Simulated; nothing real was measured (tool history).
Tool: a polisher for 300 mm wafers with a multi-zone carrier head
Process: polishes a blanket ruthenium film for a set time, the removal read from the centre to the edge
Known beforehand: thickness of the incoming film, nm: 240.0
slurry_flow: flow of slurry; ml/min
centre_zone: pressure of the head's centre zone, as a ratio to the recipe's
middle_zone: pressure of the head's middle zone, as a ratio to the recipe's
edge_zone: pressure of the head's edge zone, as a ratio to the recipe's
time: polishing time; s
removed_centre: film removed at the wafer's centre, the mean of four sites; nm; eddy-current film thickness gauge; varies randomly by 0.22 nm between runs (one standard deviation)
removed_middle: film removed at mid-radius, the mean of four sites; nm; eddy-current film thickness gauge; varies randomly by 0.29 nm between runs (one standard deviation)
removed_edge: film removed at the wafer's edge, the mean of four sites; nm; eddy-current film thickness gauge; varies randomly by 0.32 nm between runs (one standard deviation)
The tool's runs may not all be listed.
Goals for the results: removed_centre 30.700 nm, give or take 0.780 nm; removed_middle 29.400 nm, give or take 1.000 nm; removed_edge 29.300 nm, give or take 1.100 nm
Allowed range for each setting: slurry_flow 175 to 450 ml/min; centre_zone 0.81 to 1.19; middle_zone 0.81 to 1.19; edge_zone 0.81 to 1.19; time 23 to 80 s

{"run": 1, "day": 0.0, "slurry_flow": 290, "centre_zone": 1.0, "middle_zone": 1.0, "edge_zone": 1.0, "time": 51, "removed_centre": 25.154, "removed_middle": 25.037, "removed_edge": 25.504}
{"run": 2, "day": 0.321, "slurry_flow": 290, "centre_zone": 1.0, "middle_zone": 1.04, "edge_zone": 1.0, "time": 51, "removed_centre": 25.183, "removed_middle": 26.066, "removed_edge": 25.226}
{"run": 3, "day": 0.671, "slurry_flow": 295, "centre_zone": 1.01, "middle_zone": 1.05, "edge_zone": 1.02, "time": 51, "removed_centre": 25.425, "removed_middle": 26.18, "removed_edge": 25.718}
{"run": 4, "day": 0.962, "slurry_flow": 295, "centre_zone": 1.01, "middle_zone": 1.05, "edge_zone": 1.02, "time": 57, "removed_centre": 28.356, "removed_middle": 29.42, "removed_edge": 29.102}
{"run": 5, "day": 1.258, "slurry_flow": 295, "centre_zone": 1.01, "middle_zone": 0.99, "edge_zone": 1.02, "time": 57, "removed_centre": 28.298, "removed_middle": 27.876, "removed_edge": 29.586}
{"run": 6, "day": 1.475, "slurry_flow": 300, "centre_zone": 1.02, "middle_zone": 1.0, "edge_zone": 1.02, "time": 57, "removed_centre": 28.68, "removed_middle": 27.893, "removed_edge": 28.894}
{"run": 7, "day": 1.521, "slurry_flow": 305, "centre_zone": 1.03, "middle_zone": 1.01, "edge_zone": 1.02, "time": 57, "removed_centre": 28.74, "removed_middle": 28.214, "removed_edge": 28.779}
{"run": 8, "day": 1.892, "slurry_flow": 305, "centre_zone": 1.04, "middle_zone": 1.01, "edge_zone": 1.02, "time": 57, "removed_centre": 29.329, "removed_middle": 28.179, "removed_edge": 29.004}

5 candidate next runs follow, results not yet known. Just one meets every target within its allowed miss. Identify it.
{"run": "A", "day": 2.262, "slurry_flow": 340, "centre_zone": 1.07, "middle_zone": 1.03, "edge_zone": 1.02, "time": 58, "removed_centre": "?", "removed_middle": "?", "removed_edge": "?"}
{"run": "B", "day": 2.262, "slurry_flow": 315, "centre_zone": 0.99, "middle_zone": 0.99, "edge_zone": 1.0, "time": 58, "removed_centre": "?", "removed_middle": "?", "removed_edge": "?"}
{"run": "C", "day": 2.262, "slurry_flow": 290, "centre_zone": 1.02, "middle_zone": 0.99, "edge_zone": 1.15, "time": 57, "removed_centre": "?", "removed_middle": "?", "removed_edge": "?"}
{"run": "D", "day": 2.262, "slurry_flow": 300, "centre_zone": 1.02, "middle_zone": 1.03, "edge_zone": 1.02, "time": 56, "removed_centre": "?", "removed_middle": "?", "removed_edge": "?"}
{"run": "E", "day": 2.262, "slurry_flow": 340, "centre_zone": 0.95, "middle_zone": 1.1, "edge_zone": 0.93, "time": 58, "removed_centre": "?", "removed_middle": "?", "removed_edge": "?"}

move=A removed_centre=30.568 removed_middle=29.711 removed_edge=29.157
move=B removed_centre=28.118 removed_middle=28.617 removed_edge=28.845
move=C removed_centre=28.322 removed_middle=27.976 removed_edge=29.915
move=D removed_centre=27.896 removed_middle=28.484 removed_edge=27.993
move=E removed_centre=27.129 removed_middle=31.447 removed_edge=28.099
A: each result inside its tolerance
B: lands further from the targets than the last run did
C: lands further from the targets than the last run did
D: lands further from the targets than the last run did
E: lands further from the targets than the last run did
A is the move that brings every result within its allowed miss.
